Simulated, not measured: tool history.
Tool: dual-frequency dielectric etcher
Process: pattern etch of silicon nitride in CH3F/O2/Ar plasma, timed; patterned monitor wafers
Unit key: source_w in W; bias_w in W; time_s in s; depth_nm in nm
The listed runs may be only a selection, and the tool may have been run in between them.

run  hour  source_w  bias_w  time_s  depth_nm
  1   0.0       420      83    22.0    15.444
  2   6.8       420      83    20.0    13.938
  3  14.2       420      83    20.0    13.902
  4  21.0       450      89    20.0    14.595
  5  23.1       510      89    20.0    15.333
  6  25.3       520      94    20.5    16.298
  7  31.6       580     106    20.5    17.777

For run 8, what comes out?
  8  39.3       580     107    20.5         ?

{"run 8": {"depth_nm": 17.864}}
